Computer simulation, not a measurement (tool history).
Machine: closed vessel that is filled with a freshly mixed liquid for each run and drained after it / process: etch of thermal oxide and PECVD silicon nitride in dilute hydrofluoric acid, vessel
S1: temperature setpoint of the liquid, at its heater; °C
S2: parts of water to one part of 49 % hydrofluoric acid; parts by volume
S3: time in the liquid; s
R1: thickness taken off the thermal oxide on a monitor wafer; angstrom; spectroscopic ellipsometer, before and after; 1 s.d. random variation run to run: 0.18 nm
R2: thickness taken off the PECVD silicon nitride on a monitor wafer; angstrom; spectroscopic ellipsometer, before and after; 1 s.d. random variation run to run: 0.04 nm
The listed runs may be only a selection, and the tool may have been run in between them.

{"run": 1, "hour": 0.0, "S1": 25.0, "S2": 55, "S3": 460, "R1": 378.67, "R2": 249.27}
{"run": 2, "hour": 8.9, "S1": 23.5, "S2": 60, "S3": 460, "R1": 325.31, "R2": 206.12}
{"run": 3, "hour": 15.9, "S1": 20.5, "S2": 60, "S3": 460, "R1": 289.39, "R2": 169.12}
{"run": 4, "hour": 17.6, "S1": 23.5, "S2": 60, "S3": 460, "R1": 327.5, "R2": 206.79}
{"run": 5, "hour": 24.7, "S1": 23.5, "S2": 40, "S3": 460, "R1": 498.7, "R2": 307.67}
{"run": 6, "hour": 25.7, "S1": 27.0, "S2": 40, "S3": 460, "R1": 575.0, "R2": 388.48}
{"run": 7, "hour": 29.4, "S1": 25.0, "S2": 45, "S3": 460, "R1": 471.9, "R2": 303.04}
{"run": 8, "hour": 37.8, "S1": 21.0, "S2": 70, "S3": 475, "R1": 255.21, "R2": 154.3}
{"run": 9, "hour": 45.2, "S1": 20.5, "S2": 70, "S3": 475, "R1": 251.63, "R2": 149.62}
{"run": 10, "hour": 50.1, "S1": 20.0, "S2": 70, "S3": 475, "R1": 246.38, "R2": 144.04}
{"run": 11, "hour": 53.1, "S1": 19.5, "S2": 70, "S3": 475, "R1": 241.61, "R2": 140.59}

Run 12, settings as shown, results not yet in. Your forecast:
{"run": 12, "hour": 53.9, "S1": 18.5, "S2": 70, "S3": 480, "R1": "?", "R2": "?"}

{"run 12": {"R1": 234.19, "R2": 131.34}}
